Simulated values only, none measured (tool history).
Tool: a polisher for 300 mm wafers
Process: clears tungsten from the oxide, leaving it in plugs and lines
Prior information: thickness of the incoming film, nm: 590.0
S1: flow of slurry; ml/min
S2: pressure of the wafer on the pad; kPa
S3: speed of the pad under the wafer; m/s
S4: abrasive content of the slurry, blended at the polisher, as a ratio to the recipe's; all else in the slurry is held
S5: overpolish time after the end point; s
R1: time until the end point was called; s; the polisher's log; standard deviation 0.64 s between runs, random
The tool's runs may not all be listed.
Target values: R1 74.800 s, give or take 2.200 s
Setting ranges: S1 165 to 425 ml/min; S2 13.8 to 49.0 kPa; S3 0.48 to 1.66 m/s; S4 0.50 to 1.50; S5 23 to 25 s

run	day	S1	S2	S3	S4	S5	R1
1	0.000	275	31.0	1.06	1.00	23	107.010
2	0.058	275	25.5	1.06	1.00	23	128.590
3	0.142	275	25.5	1.06	1.00	25	130.630
4	0.350	275	31.0	1.06	1.00	25	106.280
5	0.454	340	31.0	1.06	1.00	25	106.270
6	0.517	340	31.0	1.06	1.20	25	102.570
7	0.550	340	33.8	1.06	1.20	25	94.375
8	0.596	340	35.9	1.06	1.20	25	87.439

Of the 5 settings listed for the next run, only one would bring every result within its allowed miss of target. Which one?
A	0.642	360	34.5	0.92	1.20	25	?
B	0.642	310	37.9	1.10	1.25	25	?
C	0.642	345	44.8	1.00	1.15	23	?
D	0.642	290	31.7	1.02	1.05	25	?
E	0.642	335	43.4	1.10	1.25	24	?

move	R1
A	104.110
B	79.809
C	75.344
D	107.210
E	69.514
A: misses by more than the last run did
B: gains on the last run, yet a result remains outside its allowed miss
C: in spec on every target
D: misses by more than the last run did
E: takes the biggest miss from the last run beyond its target
The move that meets every target is C.
